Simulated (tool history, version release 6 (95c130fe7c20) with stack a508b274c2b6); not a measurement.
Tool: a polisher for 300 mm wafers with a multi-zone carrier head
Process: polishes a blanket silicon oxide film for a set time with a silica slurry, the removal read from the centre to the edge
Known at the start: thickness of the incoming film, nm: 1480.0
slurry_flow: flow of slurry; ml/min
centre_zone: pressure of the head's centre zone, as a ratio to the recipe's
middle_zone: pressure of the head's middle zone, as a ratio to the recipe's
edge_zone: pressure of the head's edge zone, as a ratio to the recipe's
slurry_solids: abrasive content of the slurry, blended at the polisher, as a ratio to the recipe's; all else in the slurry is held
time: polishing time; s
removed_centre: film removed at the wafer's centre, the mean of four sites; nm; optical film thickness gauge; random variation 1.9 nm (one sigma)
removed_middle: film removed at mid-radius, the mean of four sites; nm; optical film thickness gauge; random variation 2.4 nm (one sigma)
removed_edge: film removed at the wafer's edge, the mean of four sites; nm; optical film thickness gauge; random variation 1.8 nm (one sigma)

Run 1, hour 0: slurry_flow 135 ml/min, centre_zone 1, middle_zone 1, edge_zone 1, slurry_solids 1, time 64 s. Result: removed_centre 134.47 nm, removed_middle 151.99 nm, removed_edge 144.23 nm.
Run 2, hour 8.9: slurry_flow 150 ml/min, centre_zone 1.02, middle_zone 1.05, edge_zone 1.02, slurry_solids 1.15, time 66 s. Result: removed_centre 153.31 nm, removed_middle 181.88 nm, removed_edge 164.91 nm.
Run 3, hour 17.6: slurry_flow 150 ml/min, centre_zone 1.02, middle_zone 0.97, edge_zone 1.02, slurry_solids 1.15, time 66 s. Result: removed_centre 155.68 nm, removed_middle 169.4 nm, removed_edge 164.7 nm.
Run 4, hour 19: slurry_flow 160 ml/min, centre_zone 1.06, middle_zone 1.02, edge_zone 1.03, slurry_solids 1.25, time 67 s. Result: removed_centre 169.32 nm, removed_middle 183.35 nm, removed_edge 173.42 nm.
Run 5, hour 27: slurry_flow 170 ml/min, centre_zone 1.07, middle_zone 1.06, edge_zone 1.02, slurry_solids 1.3, time 69 s. Result: removed_centre 183.67 nm, removed_middle 204.66 nm, removed_edge 184.07 nm.
At hour 31.7: centre zone pressure recalibrated.
Run 6, hour 31.7: slurry_flow 160 ml/min, centre_zone 1.07, middle_zone 1.06, edge_zone 1.02, slurry_solids 1.3, time 69 s. Result: removed_centre 196.03 nm, removed_middle 202.01 nm, removed_edge 184.28 nm.
Run 7, hour 36.9: slurry_flow 170 ml/min, centre_zone 1.07, middle_zone 1.09, edge_zone 1.02, slurry_solids 1.35, time 70 s. Result: removed_centre 211.29 nm, removed_middle 216.03 nm, removed_edge 189.3 nm.
Run 8, hour 44.9: slurry_flow 180 ml/min, centre_zone 1.03, middle_zone 1.11, edge_zone 1.04, slurry_solids 1.4, time 71 s. Result: removed_centre 211.67 nm, removed_middle 222.28 nm, removed_edge 198.4 nm.
Run 9, hour 52.9: slurry_flow 185 ml/min, centre_zone 0.98, middle_zone 1.13, edge_zone 1.01, slurry_solids 1.4, time 73 s. Result: removed_centre 206.27 nm, removed_middle 238.59 nm, removed_edge 197.22 nm.
Run 10, hour 56.1: slurry_flow 185 ml/min, centre_zone 0.97, middle_zone 1.14, edge_zone 1.02, slurry_solids 1.45, time 74 s. Result: removed_centre 209.7 nm, removed_middle 248.27 nm, removed_edge 206.65 nm.
Run 11, hour 63: slurry_flow 185 ml/min, centre_zone 0.97, middle_zone 1.15, edge_zone 1.02, slurry_solids 1.45, time 75 s. Result: removed_centre 213.84 nm, removed_middle 249.54 nm, removed_edge 208.25 nm.

Run 12 comes next. What will it give?
Run 12, hour 66.8: slurry_flow 185 ml/min, centre_zone 0.97, middle_zone 1.15, edge_zone 1.02, slurry_solids 1.45, time 75 s. Result: removed_centre ?, removed_middle ?, removed_edge ?.

removed_centre: 210.8 nm
removed_middle: 252.6 nm
removed_edge: 211.01 nm
